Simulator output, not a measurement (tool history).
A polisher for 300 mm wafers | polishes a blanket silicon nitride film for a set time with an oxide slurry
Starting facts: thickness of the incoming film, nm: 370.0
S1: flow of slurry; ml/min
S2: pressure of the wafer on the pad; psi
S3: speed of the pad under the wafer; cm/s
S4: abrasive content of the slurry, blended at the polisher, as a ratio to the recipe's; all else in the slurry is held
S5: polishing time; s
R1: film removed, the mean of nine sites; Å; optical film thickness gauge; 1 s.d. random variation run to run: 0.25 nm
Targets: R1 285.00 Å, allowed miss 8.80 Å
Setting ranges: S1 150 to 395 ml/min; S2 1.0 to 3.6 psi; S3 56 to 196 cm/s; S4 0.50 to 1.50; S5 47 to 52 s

{"run": 1, "hour": 0.0, "S1": 250, "S2": 2.3, "S3": 126, "S4": 1.0, "S5": 52, "R1": 197.79}
{"run": 2, "hour": 0.6, "S1": 250, "S2": 2.5, "S3": 126, "S4": 1.0, "S5": 52, "R1": 213.52}
{"run": 3, "hour": 4.3, "S1": 250, "S2": 2.7, "S3": 126, "S4": 1.0, "S5": 52, "R1": 233.18}
{"run": 4, "hour": 9.4, "S1": 250, "S2": 2.7, "S3": 126, "S4": 0.9, "S5": 52, "R1": 220.39}
{"run": 5, "hour": 10.1, "S1": 250, "S2": 2.7, "S3": 126, "S4": 0.9, "S5": 47, "R1": 198.95}
{"run": 6, "hour": 18.1, "S1": 250, "S2": 2.9, "S3": 126, "S4": 0.9, "S5": 47, "R1": 209.86}
{"hour": 24.0, "done": "head pressure recalibrated"}
{"run": 7, "hour": 24.0, "S1": 250, "S2": 3.0, "S3": 128, "S4": 0.9, "S5": 47, "R1": 239.49}
{"run": 8, "hour": 29.2, "S1": 250, "S2": 3.1, "S3": 128, "S4": 0.9, "S5": 47, "R1": 250.78}
{"run": 9, "hour": 32.3, "S1": 250, "S2": 3.2, "S3": 128, "S4": 0.9, "S5": 47, "R1": 262.53}
{"run": 10, "hour": 34.1, "S1": 255, "S2": 3.3, "S3": 128, "S4": 0.9, "S5": 47, "R1": 267.77}
{"run": 11, "hour": 41.3, "S1": 255, "S2": 3.4, "S3": 128, "S4": 0.9, "S5": 47, "R1": 274.62}

Which single option among these 5 for the next run brings every result within its allowed miss of target? Just one does.
{"run": "A", "hour": 48.5, "S1": 230, "S2": 3.4, "S3": 142, "S4": 0.75, "S5": 47, "R1": "?"}
{"run": "B", "hour": 48.5, "S1": 230, "S2": 2.6, "S3": 172, "S4": 0.75, "S5": 52, "R1": "?"}
{"run": "C", "hour": 48.5, "S1": 235, "S2": 3.1, "S3": 130, "S4": 0.95, "S5": 48, "R1": "?"}
{"run": "D", "hour": 48.5, "S1": 265, "S2": 3.1, "S3": 128, "S4": 1.0, "S5": 47, "R1": "?"}
{"run": "E", "hour": 48.5, "S1": 305, "S2": 3.5, "S3": 122, "S4": 0.9, "S5": 48, "R1": "?"}

move=A R1=266.68
move=B R1=261.19
move=C R1=258.03
move=D R1=258.59
move=E R1=279.49
A: lands further from the targets than the last run did
B: lands further from the targets than the last run did
C: lands further from the targets than the last run did
D: lands further from the targets than the last run did
E: all results land within tolerance of their targets
Correct choice: E, which meets every target

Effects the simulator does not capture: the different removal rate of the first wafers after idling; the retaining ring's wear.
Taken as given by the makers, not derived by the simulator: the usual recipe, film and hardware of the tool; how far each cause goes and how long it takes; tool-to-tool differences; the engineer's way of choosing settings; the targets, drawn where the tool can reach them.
